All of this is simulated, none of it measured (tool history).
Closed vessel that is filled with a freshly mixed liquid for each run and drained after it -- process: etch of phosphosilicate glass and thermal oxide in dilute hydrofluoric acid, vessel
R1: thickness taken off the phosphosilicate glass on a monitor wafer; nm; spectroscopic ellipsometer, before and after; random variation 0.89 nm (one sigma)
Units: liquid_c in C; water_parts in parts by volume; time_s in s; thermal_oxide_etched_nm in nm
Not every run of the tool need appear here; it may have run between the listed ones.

{"run": 1, "hour": 0.0, "liquid_c": 26.0, "water_parts": 50, "time_s": 60, "R1": 199.58, "thermal_oxide_etched_nm": 6.2188}
{"run": 2, "hour": 6.9, "liquid_c": 24.5, "water_parts": 55, "time_s": 60, "R1": 170.94, "thermal_oxide_etched_nm": 5.2745}
{"run": 3, "hour": 14.2, "liquid_c": 22.5, "water_parts": 55, "time_s": 60, "R1": 159.69, "thermal_oxide_etched_nm": 4.8508}
{"run": 4, "hour": 20.5, "liquid_c": 22.5, "water_parts": 55, "time_s": 80, "R1": 209.94, "thermal_oxide_etched_nm": 6.4957}
{"run": 5, "hour": 22.1, "liquid_c": 22.0, "water_parts": 60, "time_s": 80, "R1": 186.2, "thermal_oxide_etched_nm": 5.8062}
{"run": 6, "hour": 28.4, "liquid_c": 21.5, "water_parts": 65, "time_s": 80, "R1": 169.51, "thermal_oxide_etched_nm": 5.1787}
{"run": 7, "hour": 35.9, "liquid_c": 21.0, "water_parts": 70, "time_s": 80, "R1": 149.19, "thermal_oxide_etched_nm": 4.6777}
{"run": 8, "hour": 38.8, "liquid_c": 20.5, "water_parts": 70, "time_s": 80, "R1": 149.54, "thermal_oxide_etched_nm": 4.5712}
{"run": 9, "hour": 45.6, "liquid_c": 20.5, "water_parts": 70, "time_s": 80, "R1": 149.89, "thermal_oxide_etched_nm": 4.5922}

Predict the results of run 10:
{"run": 10, "hour": 50.4, "liquid_c": 18.0, "water_parts": 80, "time_s": 80, "R1": "?", "thermal_oxide_etched_nm": "?"}

R1: 115.96 nm
thermal_oxide_etched_nm: 3.5715 nm

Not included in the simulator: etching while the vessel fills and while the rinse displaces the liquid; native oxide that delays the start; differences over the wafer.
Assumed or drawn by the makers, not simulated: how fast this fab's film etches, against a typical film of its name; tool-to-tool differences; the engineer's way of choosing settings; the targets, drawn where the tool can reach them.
